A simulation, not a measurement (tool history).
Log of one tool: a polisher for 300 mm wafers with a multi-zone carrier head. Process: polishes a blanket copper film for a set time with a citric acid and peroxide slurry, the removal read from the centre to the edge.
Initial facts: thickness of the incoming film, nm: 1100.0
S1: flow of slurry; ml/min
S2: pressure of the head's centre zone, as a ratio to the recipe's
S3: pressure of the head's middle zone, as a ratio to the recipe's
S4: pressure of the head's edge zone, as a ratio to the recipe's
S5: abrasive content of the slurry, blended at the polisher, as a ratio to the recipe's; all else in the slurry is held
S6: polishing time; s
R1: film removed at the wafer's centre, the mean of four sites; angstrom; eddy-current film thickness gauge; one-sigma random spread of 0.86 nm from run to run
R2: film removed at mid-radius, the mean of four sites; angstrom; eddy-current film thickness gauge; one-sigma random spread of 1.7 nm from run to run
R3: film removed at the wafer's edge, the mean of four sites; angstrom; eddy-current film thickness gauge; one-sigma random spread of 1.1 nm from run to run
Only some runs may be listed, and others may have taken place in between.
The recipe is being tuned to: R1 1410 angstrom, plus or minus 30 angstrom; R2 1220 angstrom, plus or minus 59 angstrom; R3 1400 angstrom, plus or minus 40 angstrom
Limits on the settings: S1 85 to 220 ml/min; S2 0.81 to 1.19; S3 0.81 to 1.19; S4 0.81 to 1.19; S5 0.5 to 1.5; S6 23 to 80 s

Run 1, hour 0: S1 140 ml/min, S2 1, S3 1, S4 1, S5 1, S6 51 s. Result: R1 1197 angstrom, R2 1216.7 angstrom, R3 1216.9 angstrom.
Run 2, hour 4.6: S1 150 ml/min, S2 1.01, S3 0.98, S4 1.02, S5 1, S6 51 s. Result: R1 1234.8 angstrom, R2 1196.7 angstrom, R3 1210.5 angstrom.
Run 3, hour 6.8: S1 150 ml/min, S2 1.01, S3 0.98, S4 1.02, S5 1, S6 41 s. Result: R1 984.25 angstrom, R2 992.31 angstrom, R3 980.85 angstrom.
Run 4, hour 13.5: S1 140 ml/min, S2 1.02, S3 0.97, S4 1.04, S5 1.1, S6 43 s. Result: R1 1055.7 angstrom, R2 1028.7 angstrom, R3 1044.1 angstrom.
Run 5, hour 20: S1 140 ml/min, S2 1.02, S3 0.97, S4 1.04, S5 1.3, S6 43 s. Result: R1 1087.1 angstrom, R2 1073.7 angstrom, R3 1099.7 angstrom.
Run 6, hour 26.2: S1 140 ml/min, S2 1.02, S3 0.97, S4 0.95, S5 1.3, S6 43 s. Result: R1 1091.7 angstrom, R2 1082.5 angstrom, R3 1049.2 angstrom.
Run 7, hour 29.9: S1 145 ml/min, S2 1.03, S3 0.96, S4 0.99, S5 1.35, S6 44 s. Result: R1 1143.1 angstrom, R2 1087.7 angstrom, R3 1092 angstrom.
Run 8, hour 32.2: S1 145 ml/min, S2 1.04, S3 0.96, S4 1.02, S5 1.4, S6 45 s. Result: R1 1193.7 angstrom, R2 1162.2 angstrom, R3 1160.6 angstrom.
Run 9, hour 39.6: S1 150 ml/min, S2 1.05, S3 0.94, S4 1.05, S5 1.4, S6 46 s. Result: R1 1243.6 angstrom, R2 1152.1 angstrom, R3 1224.5 angstrom.
Run 10, hour 43.2: S1 160 ml/min, S2 1.05, S3 0.93, S4 1.07, S5 1.4, S6 46 s. Result: R1 1253.9 angstrom, R2 1178.7 angstrom, R3 1247.9 angstrom.
Run 11, hour 44.9: S1 170 ml/min, S2 1.06, S3 0.92, S4 1.09, S5 1.4, S6 46 s. Result: R1 1273.1 angstrom, R2 1155.1 angstrom, R3 1250.5 angstrom.
Run 12, hour 53.4: S1 175 ml/min, S2 1.07, S3 0.92, S4 1.11, S5 1.4, S6 46 s. Result: R1 1293.2 angstrom, R2 1182.8 angstrom, R3 1291.5 angstrom.
Run 13, hour 56.4: S1 180 ml/min, S2 1.08, S3 0.91, S4 1.12, S5 1.4, S6 46 s. Result: R1 1303.6 angstrom, R2 1184.7 angstrom, R3 1285.9 angstrom.
Run 14, hour 63.7: S1 185 ml/min, S2 1.09, S3 0.9, S4 1.13, S5 1.4, S6 46 s. Result: R1 1325.3 angstrom, R2 1169.2 angstrom, R3 1312.4 angstrom.
Run 15, hour 70.9: S1 190 ml/min, S2 1.1, S3 0.9, S4 1.14, S5 1.4, S6 46 s. Result: R1 1334.5 angstrom, R2 1197.5 angstrom, R3 1308.8 angstrom.
Run 16, hour 79.1: S1 195 ml/min, S2 1.1, S3 0.89, S4 1.15, S5 1.4, S6 46 s. Result: R1 1352.7 angstrom, R2 1154.8 angstrom, R3 1309.7 angstrom.
Run 17, hour 85.2: S1 195 ml/min, S2 1.1, S3 0.89, S4 1.16, S5 1.4, S6 46 s. Result: R1 1356.9 angstrom, R2 1167.1 angstrom, R3 1324.5 angstrom.
Run 18, hour 91.5: S1 195 ml/min, S2 1.1, S3 0.89, S4 1.16, S5 1.4, S6 46 s. Result: R1 1363 angstrom, R2 1171.2 angstrom, R3 1330.2 angstrom.

Exercise: of the 5 proposed moves below, exactly one satisfies all targets within the stated allowed misses. Which move is it?
Run A, hour 97.8: S1 215 ml/min, S2 1.01, S3 0.82, S4 1.04, S5 1.5, S6 50 s. Result: R1 ?, R2 ?, R3 ?.
Run B, hour 97.8: S1 195 ml/min, S2 1.04, S3 0.9, S4 1.19, S5 1.5, S6 47 s. Result: R1 ?, R2 ?, R3 ?.
Run C, hour 97.8: S1 175 ml/min, S2 1, S3 0.87, S4 1.13, S5 1.5, S6 49 s. Result: R1 ?, R2 ?, R3 ?.
Run D, hour 97.8: S1 205 ml/min, S2 1.1, S3 0.98, S4 1.08, S5 1.4, S6 46 s. Result: R1 ?, R2 ?, R3 ?.
Run E, hour 97.8: S1 190 ml/min, S2 1.15, S3 0.93, S4 1.13, S5 1.45, S6 46 s. Result: R1 ?, R2 ?, R3 ?.

move      R1      R2      R3
   A  1419.8    1245  1403.1
   B  1342.1  1232.6    1396
   C  1333.2    1232  1398.7
   D  1357.7  1272.3  1284.5
   E  1396.3    1220  1314.8
A: every result lands within tolerance
B: meets the target for the result that was furthest off, but another lies outside its allowed miss
C: meets the target for the result that was furthest off, but another lies outside its allowed miss
D: moves away from the targets compared with the last run
E: moves away from the targets compared with the last run
Answer: A
